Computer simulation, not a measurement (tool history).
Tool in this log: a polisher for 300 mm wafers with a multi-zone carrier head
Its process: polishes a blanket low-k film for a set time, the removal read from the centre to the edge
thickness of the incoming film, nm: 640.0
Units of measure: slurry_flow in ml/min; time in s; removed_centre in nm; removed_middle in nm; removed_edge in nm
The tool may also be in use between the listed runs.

run	hour	slurry_flow	centre_zone	middle_zone	edge_zone	slurry_solids	time	removed_centre	removed_middle	removed_edge
1	0.0	300	1.00	1.00	1.00	1.00	85	22.450	22.489	21.776
2	4.7	300	1.00	0.94	1.00	1.00	85	22.437	20.961	21.716
3	10.2	300	1.06	0.94	1.00	1.00	85	24.103	20.471	22.355
4	18.0	300	1.06	0.94	1.00	0.85	85	21.829	18.426	20.124
5	22.5	300	1.06	0.94	1.00	0.85	70	17.794	15.513	16.263
6	26.3	295	1.05	0.94	1.03	0.90	70	18.400	16.272	17.025
7	32.2	295	1.03	0.92	1.05	0.95	70	18.484	16.007	18.126
8	38.3	295	1.03	0.93	1.07	0.95	70	18.375	16.604	17.827

Predict the results of run 9:
9	43.0	295	1.02	0.92	1.08	1.00	70	?	?	?

removed_centre: 18.975 nm
removed_middle: 16.950 nm
removed_edge: 18.476 nm

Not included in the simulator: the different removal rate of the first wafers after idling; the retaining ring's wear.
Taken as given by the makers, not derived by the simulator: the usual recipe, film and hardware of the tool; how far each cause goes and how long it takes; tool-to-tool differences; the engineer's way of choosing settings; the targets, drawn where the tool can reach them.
